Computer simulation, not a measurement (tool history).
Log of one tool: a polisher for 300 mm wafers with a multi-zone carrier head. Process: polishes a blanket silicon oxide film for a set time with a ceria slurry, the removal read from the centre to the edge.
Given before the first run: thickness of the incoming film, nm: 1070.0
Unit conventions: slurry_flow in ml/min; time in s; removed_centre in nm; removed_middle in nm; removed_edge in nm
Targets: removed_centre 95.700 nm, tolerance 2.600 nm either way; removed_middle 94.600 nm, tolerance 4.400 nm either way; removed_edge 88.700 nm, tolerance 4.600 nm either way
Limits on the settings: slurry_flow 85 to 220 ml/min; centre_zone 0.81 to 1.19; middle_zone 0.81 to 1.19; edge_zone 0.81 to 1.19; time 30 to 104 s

run  hour  slurry_flow  centre_zone  middle_zone  edge_zone  time  removed_centre  removed_middle  removed_edge
  1   0.0          140         1.00         1.00       1.00    67         140.420         143.640       145.360
  2   8.0          140         1.00         1.00       1.00    77         163.330         163.680       164.110
  3  12.9          140         0.95         1.00       1.00    77         152.710         168.830       165.070
  4  21.1          140         1.02         1.00       1.00    77         167.210         162.320       164.440
  5  27.8          150         1.02         1.00       1.00    77         171.160         165.000       171.440
  6  29.2          130         1.02         0.98       0.96    69         145.440         144.890       140.310
  7  32.3          125         1.02         0.95       0.94    62         129.090         124.780       126.570
  8  35.5          115         1.02         0.94       0.91    58         118.210         111.950       114.990
  9  43.8          115         1.02         0.94       0.91    58         117.290         114.140       115.990
 10  51.4          125         1.03         0.97       0.81    40          83.955          80.464        78.862
 11  55.1          165         1.05         1.04       0.91    40          92.585          90.110        83.251
 12  63.8          165         1.05         1.04       0.93    40          91.685          92.399        84.396
 13  68.7          170         1.05         1.03       0.94    40          93.450          93.260        84.804

Exactly one of the 5 candidate moves below puts every result within its allowed miss. Which one?
  A  73.6          155         1.01         1.01       0.96    41               ?               ?             ?
  B  73.6          185         1.07         1.10       0.92    37               ?               ?             ?
  C  73.6          150         1.03         0.99       0.88    43               ?               ?             ?
  D  73.6          200         1.13         1.09       1.01    34               ?               ?             ?
  E  73.6          155         1.13         1.11       0.93    38               ?               ?             ?

move  removed_centre  removed_middle  removed_edge
   A          90.236          91.241        88.847
   B          89.358          91.425        80.502
   C          95.722          93.460        89.365
   D          87.788          84.356        77.790
   E          93.365          91.593        81.109
A: further off than the last run
B: further off than the last run
C: in spec on every target
D: further off than the last run
E: brings the result that was furthest off to its target, and leaves another outside
Correct choice: C, which meets every target
